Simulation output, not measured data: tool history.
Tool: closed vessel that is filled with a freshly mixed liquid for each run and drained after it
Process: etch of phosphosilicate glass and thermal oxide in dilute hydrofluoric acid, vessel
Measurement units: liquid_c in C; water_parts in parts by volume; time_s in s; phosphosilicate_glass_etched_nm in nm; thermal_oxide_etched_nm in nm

run	day	liquid_c	water_parts	time_s	phosphosilicate_glass_etched_nm	thermal_oxide_etched_nm
1	0.000	21.0	75	60	153.69	3.2533
2	0.146	21.0	50	60	235.44	5.0876
3	0.250	21.0	50	80	312.54	6.7273
4	0.450	21.0	35	80	450.45	9.8708
5	0.658	20.5	35	80	444.64	9.6712
6	0.712	20.5	20	80	780.92	17.1690
7	0.804	20.0	25	80	615.17	13.3230
8	1.108	20.5	30	80	525.03	11.2710

What does the tool deliver on the next run?
9	1.321	20.5	35	80	?	?

Run 9 gave phosphosilicate_glass_etched_nm 446.92 nm, thermal_oxide_etched_nm 9.6908 nm.
